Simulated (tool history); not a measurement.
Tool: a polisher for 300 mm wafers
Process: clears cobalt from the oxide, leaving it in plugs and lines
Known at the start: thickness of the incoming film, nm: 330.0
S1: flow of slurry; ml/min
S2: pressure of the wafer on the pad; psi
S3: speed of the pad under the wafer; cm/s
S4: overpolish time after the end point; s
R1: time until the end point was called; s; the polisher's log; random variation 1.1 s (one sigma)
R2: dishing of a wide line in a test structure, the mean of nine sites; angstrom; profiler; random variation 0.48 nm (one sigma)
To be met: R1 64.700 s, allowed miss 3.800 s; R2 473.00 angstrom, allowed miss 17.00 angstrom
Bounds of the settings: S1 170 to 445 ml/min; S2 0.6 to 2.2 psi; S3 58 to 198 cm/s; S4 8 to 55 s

run    day   S1   S2   S3  S4      R1      R2
  1  0.000  285  1.4  128  28  90.151  435.45
  2  0.154  285  1.5  128  28  87.774  434.44
  3  0.521  310  1.5  128  28  85.796  449.57
  4  0.896  315  1.6  128  27  81.179  446.96
  5  1.104  270  1.6  128  27  85.021  436.74
  6  1.279  280  1.7  128  27  77.649  447.07
  7  1.488  285  1.7  128  27  77.492  446.06
  8  1.546  290  1.7  128  27  79.805  440.77
  9  1.917  295  1.8  130  28  74.209  456.67
 10  2.075  305  1.9  132  28  69.732  457.47

4 next moves are on the table. One of them brings every result within its allowed miss. Which?
  A  2.233  300  2.1  152  29   ?   ?
  B  2.233  295  2.0  142  30   ?   ?
  C  2.233  250  2.2  142  31   ?   ?
  D  2.233  375  2.2  150  28   ?   ?

move      R1      R2
   A  55.980  475.92
   B  62.188  473.89
   C  58.526  476.74
   D  53.705  476.00
A: takes the result that was furthest off past its target
B: meets every target
C: takes the result that was furthest off past its target
D: takes the result that was furthest off past its target
Move B is the one to make.

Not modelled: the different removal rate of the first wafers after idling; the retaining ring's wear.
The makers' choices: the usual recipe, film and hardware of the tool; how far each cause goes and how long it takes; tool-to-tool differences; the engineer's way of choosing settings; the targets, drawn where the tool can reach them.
